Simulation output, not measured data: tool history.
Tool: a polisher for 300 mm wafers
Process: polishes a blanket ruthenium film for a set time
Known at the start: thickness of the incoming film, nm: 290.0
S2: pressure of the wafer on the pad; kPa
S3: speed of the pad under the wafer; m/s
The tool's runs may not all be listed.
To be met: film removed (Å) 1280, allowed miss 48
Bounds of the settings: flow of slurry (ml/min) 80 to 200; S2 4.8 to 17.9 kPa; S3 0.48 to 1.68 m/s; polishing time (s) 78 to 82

Run 1, hour 0: flow of slurry (ml/min) 130, S2 11 kPa, S3 1.08 m/s, polishing time (s) 78. Result: film removed (Å) 726.76.
Run 2, hour 1.2: flow of slurry (ml/min) 130, S2 11 kPa, S3 0.84 m/s, polishing time (s) 78. Result: film removed (Å) 556.21.
Run 3, hour 9.2: flow of slurry (ml/min) 130, S2 11 kPa, S3 0.6 m/s, polishing time (s) 78. Result: film removed (Å) 405.74.
Run 4, hour 17.5: flow of slurry (ml/min) 135, S2 12.4 kPa, S3 0.66 m/s, polishing time (s) 78. Result: film removed (Å) 493.63.
Run 5, hour 19.4: flow of slurry (ml/min) 115, S2 12.4 kPa, S3 0.66 m/s, polishing time (s) 78. Result: film removed (Å) 480.76.
Run 6, hour 20.3: flow of slurry (ml/min) 120, S2 13.1 kPa, S3 0.74 m/s, polishing time (s) 78. Result: film removed (Å) 574.31.
At hour 27.2: head pressure recalibrated.
Run 7, hour 27.2: flow of slurry (ml/min) 125, S2 13.8 kPa, S3 0.8 m/s, polishing time (s) 78. Result: film removed (Å) 708.79.
Run 8, hour 28.4: flow of slurry (ml/min) 135, S2 14.5 kPa, S3 0.8 m/s, polishing time (s) 78. Result: film removed (Å) 764.06.
Run 9, hour 33: flow of slurry (ml/min) 135, S2 14.5 kPa, S3 0.8 m/s, polishing time (s) 78. Result: film removed (Å) 765.12.
Run 10, hour 39.8: flow of slurry (ml/min) 140, S2 15.2 kPa, S3 0.8 m/s, polishing time (s) 78. Result: film removed (Å) 788.17.
Run 11, hour 48.2: flow of slurry (ml/min) 140, S2 15.9 kPa, S3 0.84 m/s, polishing time (s) 78. Result: film removed (Å) 883.26.
Run 12, hour 56.9: flow of slurry (ml/min) 140, S2 16.5 kPa, S3 0.86 m/s, polishing time (s) 78. Result: film removed (Å) 918.43.
Run 13, hour 63: flow of slurry (ml/min) 160, S2 17.9 kPa, S3 1.14 m/s, polishing time (s) 79. Result: film removed (Å) 1367.3.

Which of these 4 next moves meets every target?
Run A, hour 69.1: flow of slurry (ml/min) 165, S2 15.9 kPa, S3 1.1 m/s, polishing time (s) 78. Result: film removed (Å) ?.
Run B, hour 69.1: flow of slurry (ml/min) 160, S2 16.5 kPa, S3 1.1 m/s, polishing time (s) 78. Result: film removed (Å) ?.
Run C, hour 69.1: flow of slurry (ml/min) 180, S2 17.9 kPa, S3 1.08 m/s, polishing time (s) 78. Result: film removed (Å) ?.
Run D, hour 69.1: flow of slurry (ml/min) 170, S2 16.5 kPa, S3 1 m/s, polishing time (s) 80. Result: film removed (Å) ?.

move  film removed (Å)
   A            1166.2
   B            1207.1
   C            1302.6
   D            1140.3
A: takes the result that was furthest off past its target
B: takes the result that was furthest off past its target
C: meets every target
D: takes the result that was furthest off past its target
The right move is C.
